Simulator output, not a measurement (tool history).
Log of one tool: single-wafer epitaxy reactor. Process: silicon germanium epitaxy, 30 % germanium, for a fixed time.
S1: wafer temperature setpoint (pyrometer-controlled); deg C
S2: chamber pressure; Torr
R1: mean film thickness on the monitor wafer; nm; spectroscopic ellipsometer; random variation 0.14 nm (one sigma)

| run | hour | S1 | S2 | R1 |
|---|---|---|---|---|
| 1 | 0 | 580 | 24.5 | 40.911 |
| 2 | 2.6 | 573 | 24.5 | 35.668 |
| 3 | 8.3 | 572 | 24.5 | 35.227 |
| 4 | 14.3 | 572 | 26 | 36.059 |
| 5 | 18.7 | 571 | 26 | 35.142 |
| 6 | 24.4 | 562 | 26 | 30.053 |

Forecast run 7:
| 7 | 26.1 | 564 | 26.1 | ? |

R1: 31.103 nm

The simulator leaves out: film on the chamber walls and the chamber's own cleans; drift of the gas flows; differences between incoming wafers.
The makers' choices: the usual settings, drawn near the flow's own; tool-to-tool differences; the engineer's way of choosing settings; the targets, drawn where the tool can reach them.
